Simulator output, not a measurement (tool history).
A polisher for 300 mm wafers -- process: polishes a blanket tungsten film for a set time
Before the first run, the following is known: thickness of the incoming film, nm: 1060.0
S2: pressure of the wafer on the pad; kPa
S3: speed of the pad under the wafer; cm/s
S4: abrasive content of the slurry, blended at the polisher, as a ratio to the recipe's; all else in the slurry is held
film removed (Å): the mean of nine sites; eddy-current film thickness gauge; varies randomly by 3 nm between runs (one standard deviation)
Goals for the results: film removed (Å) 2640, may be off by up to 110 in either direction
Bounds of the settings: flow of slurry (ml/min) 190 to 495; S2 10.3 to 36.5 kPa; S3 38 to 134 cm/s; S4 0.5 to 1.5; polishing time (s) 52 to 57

{"run": 1, "hour": 0.0, "flow of slurry (ml/min)": 320, "S2": 23.4, "S3": 86, "S4": 1, "polishing time (s)": 57, "film removed (Å)": 1886.9}
{"run": 2, "hour": 8.6, "flow of slurry (ml/min)": 320, "S2": 23.4, "S3": 86, "S4": 1.15, "polishing time (s)": 57, "film removed (Å)": 1964.7}
{"run": 3, "hour": 9.1, "flow of slurry (ml/min)": 320, "S2": 24.1, "S3": 86, "S4": 1.15, "polishing time (s)": 57, "film removed (Å)": 2045.8}
{"run": 4, "hour": 11.7, "flow of slurry (ml/min)": 400, "S2": 24.1, "S3": 86, "S4": 1.15, "polishing time (s)": 57, "film removed (Å)": 2086.4}
{"run": 5, "hour": 14.2, "flow of slurry (ml/min)": 400, "S2": 24.1, "S3": 86, "S4": 1.3, "polishing time (s)": 57, "film removed (Å)": 2093.9}
{"run": 6, "hour": 19.5, "flow of slurry (ml/min)": 400, "S2": 24.1, "S3": 86, "S4": 1.2, "polishing time (s)": 57, "film removed (Å)": 2091.7}
{"run": 7, "hour": 21.0, "flow of slurry (ml/min)": 400, "S2": 24.8, "S3": 86, "S4": 1.2, "polishing time (s)": 57, "film removed (Å)": 2116.5}
{"run": 8, "hour": 25.0, "flow of slurry (ml/min)": 400, "S2": 25.5, "S3": 86, "S4": 1.2, "polishing time (s)": 57, "film removed (Å)": 2180.8}
{"hour": 29.1, "done": "slurry nozzle cleaned"}
{"run": 9, "hour": 29.1, "flow of slurry (ml/min)": 400, "S2": 26.2, "S3": 86, "S4": 1.2, "polishing time (s)": 57, "film removed (Å)": 2330.5}
{"run": 10, "hour": 34.7, "flow of slurry (ml/min)": 400, "S2": 27.6, "S3": 86, "S4": 1.2, "polishing time (s)": 57, "film removed (Å)": 2520.7}
{"run": 11, "hour": 36.3, "flow of slurry (ml/min)": 400, "S2": 28.3, "S3": 86, "S4": 1.2, "polishing time (s)": 57, "film removed (Å)": 2583.1}

Of the 5 settings listed for the next run, only one would bring every result within its allowed miss of target. Which one?
{"run": "A", "hour": 37.9, "flow of slurry (ml/min)": 255, "S2": 29.6, "S3": 94, "S4": 1.3, "polishing time (s)": 57, "film removed (Å)": "?"}
{"run": "B", "hour": 37.9, "flow of slurry (ml/min)": 400, "S2": 28.3, "S3": 86, "S4": 1.25, "polishing time (s)": 54, "film removed (Å)": "?"}
{"run": "C", "hour": 37.9, "flow of slurry (ml/min)": 385, "S2": 28.3, "S3": 90, "S4": 1.4, "polishing time (s)": 52, "film removed (Å)": "?"}
{"run": "D", "hour": 37.9, "flow of slurry (ml/min)": 350, "S2": 31, "S3": 84, "S4": 1.15, "polishing time (s)": 56, "film removed (Å)": "?"}
{"run": "E", "hour": 37.9, "flow of slurry (ml/min)": 415, "S2": 22.8, "S3": 114, "S4": 1.1, "polishing time (s)": 52, "film removed (Å)": "?"}

move=A film_removed_(Å)=2839.2
move=B film_removed_(Å)=2424.5
move=C film_removed_(Å)=2482.9
move=D film_removed_(Å)=2629
move=E film_removed_(Å)=2440.2
A: moves the result that the last run missed by most past its target, out the other side
B: misses by more than the last run did
C: misses by more than the last run did
D: every result within its allowed miss
E: misses by more than the last run did
D meets every target.

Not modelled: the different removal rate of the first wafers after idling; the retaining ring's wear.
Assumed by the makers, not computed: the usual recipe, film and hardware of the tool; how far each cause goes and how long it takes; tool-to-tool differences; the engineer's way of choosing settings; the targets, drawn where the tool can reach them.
